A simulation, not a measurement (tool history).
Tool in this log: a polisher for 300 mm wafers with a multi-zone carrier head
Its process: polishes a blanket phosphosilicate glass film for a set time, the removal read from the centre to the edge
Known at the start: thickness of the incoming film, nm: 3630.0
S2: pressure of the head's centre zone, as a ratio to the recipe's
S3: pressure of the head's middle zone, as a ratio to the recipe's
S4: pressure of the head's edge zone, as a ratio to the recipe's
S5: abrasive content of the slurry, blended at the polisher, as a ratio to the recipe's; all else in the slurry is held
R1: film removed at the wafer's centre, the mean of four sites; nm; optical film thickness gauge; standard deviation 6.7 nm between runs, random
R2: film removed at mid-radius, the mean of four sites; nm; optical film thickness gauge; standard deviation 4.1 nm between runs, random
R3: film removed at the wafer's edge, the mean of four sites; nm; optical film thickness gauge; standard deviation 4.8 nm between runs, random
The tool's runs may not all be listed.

{"run": 1, "hour": 0.0, "flow of slurry (ml/min)": 195, "S2": 1.0, "S3": 1.0, "S4": 1.0, "S5": 1.0, "polishing time (s)": 68, "R1": 432.31, "R2": 440.14, "R3": 423.28}
{"run": 2, "hour": 1.3, "flow of slurry (ml/min)": 215, "S2": 1.02, "S3": 1.05, "S4": 0.99, "S5": 1.0, "polishing time (s)": 68, "R1": 439.36, "R2": 464.58, "R3": 427.71}
{"run": 3, "hour": 7.3, "flow of slurry (ml/min)": 225, "S2": 1.05, "S3": 1.09, "S4": 0.97, "S5": 1.0, "polishing time (s)": 68, "R1": 458.76, "R2": 477.47, "R3": 428.72}
{"run": 4, "hour": 16.0, "flow of slurry (ml/min)": 235, "S2": 1.06, "S3": 1.12, "S4": 0.95, "S5": 1.0, "polishing time (s)": 68, "R1": 454.22, "R2": 495.39, "R3": 426.81}
{"run": 5, "hour": 18.3, "flow of slurry (ml/min)": 235, "S2": 1.06, "S3": 1.12, "S4": 0.95, "S5": 1.0, "polishing time (s)": 85, "R1": 580.17, "R2": 620.41, "R3": 540.1}
{"run": 6, "hour": 26.0, "flow of slurry (ml/min)": 220, "S2": 1.06, "S3": 1.12, "S4": 0.91, "S5": 0.95, "polishing time (s)": 85, "R1": 573.47, "R2": 605.78, "R3": 509.33}
{"run": 7, "hour": 34.7, "flow of slurry (ml/min)": 170, "S2": 0.96, "S3": 1.07, "S4": 0.81, "S5": 0.8, "polishing time (s)": 85, "R1": 456.41, "R2": 511.51, "R3": 424.47}

For run 8, what comes out?
{"run": 8, "hour": 41.7, "flow of slurry (ml/min)": 185, "S2": 0.98, "S3": 1.08, "S4": 0.81, "S5": 0.8, "polishing time (s)": 85, "R1": "?", "R2": "?", "R3": "?"}

Run 8 came out at R1 473.15 nm, R2 518.91 nm, R3 437.66 nm.

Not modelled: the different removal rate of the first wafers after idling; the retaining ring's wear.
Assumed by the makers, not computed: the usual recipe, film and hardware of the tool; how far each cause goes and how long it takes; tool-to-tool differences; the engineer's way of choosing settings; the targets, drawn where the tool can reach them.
